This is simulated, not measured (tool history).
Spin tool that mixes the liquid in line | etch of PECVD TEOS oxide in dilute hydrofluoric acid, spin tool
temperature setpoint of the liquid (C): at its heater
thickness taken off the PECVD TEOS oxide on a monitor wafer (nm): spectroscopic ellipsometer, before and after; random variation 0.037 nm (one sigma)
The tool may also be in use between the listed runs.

run	hour	temperature setpoint of the liquid (C)	parts of water to one part of 49 % hydrofluoric acid (parts by volume)	time under the liquid (s)	thickness taken off the PECVD TEOS oxide on a monitor wafer (nm)
1	0.0	23.0	80	15	4.9799
2	8.6	22.0	80	15	4.7894
3	17.4	25.0	80	15	5.3951
4	26.0	25.0	105	15	3.9594
5	33.9	25.0	75	15	5.6339
6	41.2	25.0	75	15	5.7586
7	48.8	23.5	75	15	5.4473
8	57.0	22.0	80	15	4.7779

The next listed run, before its measurement:
9	64.3	21.0	80	15	?

{"run 9": {"thickness taken off the PECVD TEOS oxide on a monitor wafer (nm)": 4.5375}}
